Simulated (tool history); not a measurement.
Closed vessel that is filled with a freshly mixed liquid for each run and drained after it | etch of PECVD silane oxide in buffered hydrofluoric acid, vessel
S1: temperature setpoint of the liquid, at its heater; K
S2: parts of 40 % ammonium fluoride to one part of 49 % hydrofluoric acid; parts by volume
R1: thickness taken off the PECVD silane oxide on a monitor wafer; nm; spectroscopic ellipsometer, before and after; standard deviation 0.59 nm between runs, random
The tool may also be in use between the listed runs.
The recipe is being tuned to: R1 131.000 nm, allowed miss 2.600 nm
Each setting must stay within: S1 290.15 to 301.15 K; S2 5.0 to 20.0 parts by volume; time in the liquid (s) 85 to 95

run 1 hour=0.0 | S1=293.15 S2=12.0 time_in_the_liquid_(s)=85 | R1=84.889
run 2 hour=7.7 | S1=293.15 S2=14.0 time_in_the_liquid_(s)=85 | R1=73.148
run 3 hour=13.0 | S1=291.15 S2=14.0 time_in_the_liquid_(s)=85 | R1=65.943
run 4 hour=14.9 | S1=294.15 S2=14.0 time_in_the_liquid_(s)=85 | R1=77.300
run 5 hour=20.0 | S1=295.15 S2=13.5 time_in_the_liquid_(s)=85 | R1=84.532
run 6 hour=25.4 | S1=293.15 S2=13.5 time_in_the_liquid_(s)=85 | R1=76.448
run 7 hour=34.3 | S1=294.65 S2=13.0 time_in_the_liquid_(s)=85 | R1=86.718
run 8 hour=40.1 | S1=295.65 S2=13.0 time_in_the_liquid_(s)=85 | R1=90.883
run 9 hour=46.6 | S1=299.65 S2=11.5 time_in_the_liquid_(s)=85 | R1=126.960

Pick the move, out of 5, that brings all results within their allowed miss; only one does.
run A hour=53.1 | S1=301.15 S2=12.0 time_in_the_liquid_(s)=85 | R1=?
run B hour=53.1 | S1=300.15 S2=12.0 time_in_the_liquid_(s)=85 | R1=?
run C hour=53.1 | S1=298.15 S2=11.5 time_in_the_liquid_(s)=90 | R1=?
run D hour=53.1 | S1=298.15 S2=10.5 time_in_the_liquid_(s)=90 | R1=?
run E hour=53.1 | S1=300.65 S2=13.0 time_in_the_liquid_(s)=90 | R1=?

move=A R1=132.600
move=B R1=125.720
move=C R1=124.590
move=D R1=136.140
move=E R1=126.430
A: all results land within tolerance of their targets
B: further off than the last run
C: further off than the last run
D: takes the biggest miss from the last run beyond its target
E: further off than the last run
Move A is the one to make.
